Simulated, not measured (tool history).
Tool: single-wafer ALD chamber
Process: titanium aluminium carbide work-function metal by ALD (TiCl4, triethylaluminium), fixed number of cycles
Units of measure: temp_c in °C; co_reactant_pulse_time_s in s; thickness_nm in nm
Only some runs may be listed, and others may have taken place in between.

{"run": 1, "hour": 0.0, "temp_c": 290, "co_reactant_pulse_time_s": 12.91, "thickness_nm": 1.9232}
{"run": 2, "hour": 2.7, "temp_c": 285, "co_reactant_pulse_time_s": 11.39, "thickness_nm": 1.8471}
{"run": 3, "hour": 5.7, "temp_c": 281, "co_reactant_pulse_time_s": 11.11, "thickness_nm": 1.7961}
{"run": 4, "hour": 11.7, "temp_c": 281, "co_reactant_pulse_time_s": 7.61, "thickness_nm": 1.5184}
{"run": 5, "hour": 19.9, "temp_c": 281, "co_reactant_pulse_time_s": 9.8, "thickness_nm": 1.747}
{"run": 6, "hour": 25.6, "temp_c": 287, "co_reactant_pulse_time_s": 9.8, "thickness_nm": 1.7951}
{"run": 7, "hour": 33.3, "temp_c": 275, "co_reactant_pulse_time_s": 8.12, "thickness_nm": 1.5423}
{"run": 8, "hour": 41.2, "temp_c": 275, "co_reactant_pulse_time_s": 8.12, "thickness_nm": 1.5465}

For run 9, what comes out?
{"run": 9, "hour": 47.8, "temp_c": 278, "co_reactant_pulse_time_s": 8.17, "thickness_nm": "?"}

{"run 9": {"thickness_nm": 1.57}}

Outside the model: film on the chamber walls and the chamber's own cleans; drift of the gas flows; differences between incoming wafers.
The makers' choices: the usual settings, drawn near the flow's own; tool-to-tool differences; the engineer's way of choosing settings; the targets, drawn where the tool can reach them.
